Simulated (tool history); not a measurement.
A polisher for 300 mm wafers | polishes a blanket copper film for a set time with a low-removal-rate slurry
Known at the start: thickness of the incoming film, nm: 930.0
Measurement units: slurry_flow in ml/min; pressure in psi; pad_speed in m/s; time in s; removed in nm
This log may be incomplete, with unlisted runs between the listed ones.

Run 1, day 0: slurry_flow 125 ml/min, pressure 2.3 psi, pad_speed 1.14 m/s, slurry_solids 1, time 78 s. Result: removed 215.09 nm.
Run 2, day 0.246: slurry_flow 125 ml/min, pressure 2.3 psi, pad_speed 1.14 m/s, slurry_solids 1, time 78 s. Result: removed 214.9 nm.
Run 3, day 0.575: slurry_flow 135 ml/min, pressure 2.4 psi, pad_speed 1.14 m/s, slurry_solids 1, time 78 s. Result: removed 226.29 nm.
Run 4, day 0.642: slurry_flow 140 ml/min, pressure 2.5 psi, pad_speed 1.14 m/s, slurry_solids 1, time 78 s. Result: removed 232.35 nm.
Run 5, day 0.971: slurry_flow 140 ml/min, pressure 2.6 psi, pad_speed 1.14 m/s, slurry_solids 1, time 78 s. Result: removed 237.03 nm.
Run 6, day 1.267: slurry_flow 140 ml/min, pressure 2.7 psi, pad_speed 1.14 m/s, slurry_solids 1, time 78 s. Result: removed 247.03 nm.

Run 7 comes next. What will it give?
Run 7, day 1.446: slurry_flow 140 ml/min, pressure 2.8 psi, pad_speed 1.14 m/s, slurry_solids 1, time 78 s. Result: removed ?.

Run 7 produced removed 249.55 nm.
